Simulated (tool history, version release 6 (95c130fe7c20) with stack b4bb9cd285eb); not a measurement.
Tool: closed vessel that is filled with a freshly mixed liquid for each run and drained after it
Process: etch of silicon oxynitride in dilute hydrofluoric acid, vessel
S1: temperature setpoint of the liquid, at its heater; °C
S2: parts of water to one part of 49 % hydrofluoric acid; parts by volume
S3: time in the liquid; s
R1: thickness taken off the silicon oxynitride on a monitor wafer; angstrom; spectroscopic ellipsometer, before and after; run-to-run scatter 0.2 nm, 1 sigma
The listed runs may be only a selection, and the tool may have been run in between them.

run	hour	S1	S2	S3	R1
1	0.0	22.0	100	775	277.28
2	2.8	23.0	100	775	288.57
3	11.7	23.0	100	825	307.62
4	17.9	23.5	100	825	318.71
5	26.0	23.5	100	775	297.93
6	29.3	23.5	130	775	221.50
7	31.0	24.5	125	775	245.16
8	36.4	25.5	125	775	256.98
9	41.8	25.5	125	775	255.05
10	44.6	26.5	125	775	267.96
11	46.0	27.0	125	775	274.21

What does the tool deliver on the next run?
12	47.6	27.5	125	775	?

Run 12 produced R1 282.50 angstrom.
